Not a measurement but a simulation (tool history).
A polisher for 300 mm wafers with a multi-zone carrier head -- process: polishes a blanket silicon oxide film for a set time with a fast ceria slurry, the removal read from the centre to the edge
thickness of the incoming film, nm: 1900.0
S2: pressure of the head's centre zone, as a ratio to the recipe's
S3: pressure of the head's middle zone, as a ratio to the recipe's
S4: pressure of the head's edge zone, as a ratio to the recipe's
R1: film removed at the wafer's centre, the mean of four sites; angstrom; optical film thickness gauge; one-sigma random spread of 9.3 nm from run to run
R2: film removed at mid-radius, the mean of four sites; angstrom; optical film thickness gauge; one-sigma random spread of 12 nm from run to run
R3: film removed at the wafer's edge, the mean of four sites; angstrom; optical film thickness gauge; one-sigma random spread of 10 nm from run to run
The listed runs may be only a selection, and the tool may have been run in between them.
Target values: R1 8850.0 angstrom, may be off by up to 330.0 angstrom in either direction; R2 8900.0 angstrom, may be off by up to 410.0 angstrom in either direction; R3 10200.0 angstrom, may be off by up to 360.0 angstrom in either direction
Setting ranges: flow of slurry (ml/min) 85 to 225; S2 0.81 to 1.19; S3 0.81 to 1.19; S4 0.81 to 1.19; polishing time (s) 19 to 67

run 1 day=0.000 | flow_of_slurry_(ml/min)=145 S2=1.00 S3=1.00 S4=1.00 polishing_time_(s)=43 | R1=7867.0 R2=7957.1 R3=7816.0
run 2 day=0.083 | flow_of_slurry_(ml/min)=145 S2=1.00 S3=1.07 S4=1.00 polishing_time_(s)=43 | R1=7919.7 R2=8192.9 R3=7786.7
run 3 day=0.408 | flow_of_slurry_(ml/min)=145 S2=1.00 S3=1.07 S4=1.08 polishing_time_(s)=43 | R1=7788.2 R2=8269.7 R3=8077.6
run 4 day=0.517 | flow_of_slurry_(ml/min)=155 S2=0.99 S3=1.02 S4=1.11 polishing_time_(s)=45 | R1=8170.1 R2=8161.8 R3=8609.5
run 5 day=0.667 | flow_of_slurry_(ml/min)=155 S2=0.99 S3=1.02 S4=1.17 polishing_time_(s)=45 | R1=8325.8 R2=8670.1 R3=9004.1
run 6 day=0.821 | flow_of_slurry_(ml/min)=160 S2=0.97 S3=0.99 S4=1.18 polishing_time_(s)=46 | R1=8291.2 R2=8392.2 R3=9213.8
run 7 day=1.167 | flow_of_slurry_(ml/min)=165 S2=0.96 S3=0.98 S4=1.18 polishing_time_(s)=47 | R1=8588.2 R2=8613.4 R3=9453.1
run 8 day=1.517 | flow_of_slurry_(ml/min)=165 S2=0.95 S3=0.97 S4=1.18 polishing_time_(s)=48 | R1=8560.9 R2=8874.6 R3=9666.3
run 9 day=1.733 | flow_of_slurry_(ml/min)=165 S2=0.95 S3=0.95 S4=1.18 polishing_time_(s)=49 | R1=8556.5 R2=8641.5 R3=9750.3
run 10 day=2.004 | flow_of_slurry_(ml/min)=165 S2=0.95 S3=0.95 S4=1.18 polishing_time_(s)=49 | R1=8773.9 R2=8851.8 R3=9718.1

Pick the move, out of 4, that brings all results within their allowed miss; only one does.
run A day=2.275 | flow_of_slurry_(ml/min)=155 S2=0.90 S3=0.87 S4=1.10 polishing_time_(s)=53 | R1=? R2=? R3=?
run B day=2.275 | flow_of_slurry_(ml/min)=205 S2=1.00 S3=1.00 S4=1.09 polishing_time_(s)=47 | R1=? R2=? R3=?
run C day=2.275 | flow_of_slurry_(ml/min)=150 S2=1.04 S3=1.02 S4=1.15 polishing_time_(s)=46 | R1=? R2=? R3=?
run D day=2.275 | flow_of_slurry_(ml/min)=165 S2=0.98 S3=0.99 S4=1.16 polishing_time_(s)=47 | R1=? R2=? R3=?

move=A R1=8992.2 R2=8751.3 R3=10142.0
move=B R1=9269.3 R2=8914.4 R3=9262.6
move=C R1=8841.9 R2=8367.3 R3=8947.2
move=D R1=8739.2 R2=8541.5 R3=9312.0
A: every result lands within tolerance
B: the biggest miss grows against the last run
C: the biggest miss grows against the last run
D: the biggest miss grows against the last run
The right move is A.

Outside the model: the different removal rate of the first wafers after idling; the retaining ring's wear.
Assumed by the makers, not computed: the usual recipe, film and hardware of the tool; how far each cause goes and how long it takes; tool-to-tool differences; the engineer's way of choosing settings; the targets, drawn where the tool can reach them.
